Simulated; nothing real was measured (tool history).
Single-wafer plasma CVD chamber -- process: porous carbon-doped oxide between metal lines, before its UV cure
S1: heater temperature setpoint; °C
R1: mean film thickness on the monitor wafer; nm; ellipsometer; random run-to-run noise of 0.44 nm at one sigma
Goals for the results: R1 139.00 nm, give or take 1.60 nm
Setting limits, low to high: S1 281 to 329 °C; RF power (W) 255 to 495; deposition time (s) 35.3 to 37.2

{"run": 1, "hour": 0.0, "S1": 305, "RF power (W)": 375, "deposition time (s)": 37.2, "R1": 173.66}
{"run": 2, "hour": 4.1, "S1": 308, "RF power (W)": 370, "deposition time (s)": 37.2, "R1": 168.31}
{"run": 3, "hour": 8.7, "S1": 308, "RF power (W)": 350, "deposition time (s)": 37.2, "R1": 161.2}
{"run": 4, "hour": 9.4, "S1": 311, "RF power (W)": 350, "deposition time (s)": 37.2, "R1": 158.59}
{"run": 5, "hour": 14.3, "S1": 311, "RF power (W)": 395, "deposition time (s)": 37.2, "R1": 173.68}
{"run": 6, "hour": 18.4, "S1": 314, "RF power (W)": 385, "deposition time (s)": 37.2, "R1": 167.47}
{"run": 7, "hour": 26.4, "S1": 316, "RF power (W)": 380, "deposition time (s)": 37.2, "R1": 163.68}
{"run": 8, "hour": 32.9, "S1": 318, "RF power (W)": 375, "deposition time (s)": 37.2, "R1": 159.25}
{"run": 9, "hour": 37.8, "S1": 320, "RF power (W)": 370, "deposition time (s)": 37.2, "R1": 156.53}
{"run": 10, "hour": 45.2, "S1": 321, "RF power (W)": 365, "deposition time (s)": 37.2, "R1": 154.27}
{"run": 11, "hour": 54.0, "S1": 322, "RF power (W)": 360, "deposition time (s)": 37.2, "R1": 152.49}
{"run": 12, "hour": 54.8, "S1": 329, "RF power (W)": 325, "deposition time (s)": 37.1, "R1": 135.42}
{"run": 13, "hour": 60.2, "S1": 328, "RF power (W)": 325, "deposition time (s)": 37.1, "R1": 135.66}
{"run": 14, "hour": 61.4, "S1": 327, "RF power (W)": 325, "deposition time (s)": 37.1, "R1": 136.14}
{"run": 15, "hour": 70.2, "S1": 326, "RF power (W)": 325, "deposition time (s)": 37.1, "R1": 135.85}

Which of these 4 next moves meets every target?
{"run": "A", "hour": 79.0, "S1": 326, "RF power (W)": 355, "deposition time (s)": 35.3, "R1": "?"}
{"run": "B", "hour": 79.0, "S1": 324, "RF power (W)": 330, "deposition time (s)": 35.5, "R1": "?"}
{"run": "C", "hour": 79.0, "S1": 324, "RF power (W)": 310, "deposition time (s)": 37.2, "R1": "?"}
{"run": "D", "hour": 79.0, "S1": 329, "RF power (W)": 350, "deposition time (s)": 35.3, "R1": "?"}

move=A R1=139.52
move=B R1=134.08
move=C R1=133.73
move=D R1=135.83
A: every result lands within tolerance
B: further off than the last run
C: further off than the last run
D: about as far from the targets as the last run
A is the move that brings every result within its allowed miss.

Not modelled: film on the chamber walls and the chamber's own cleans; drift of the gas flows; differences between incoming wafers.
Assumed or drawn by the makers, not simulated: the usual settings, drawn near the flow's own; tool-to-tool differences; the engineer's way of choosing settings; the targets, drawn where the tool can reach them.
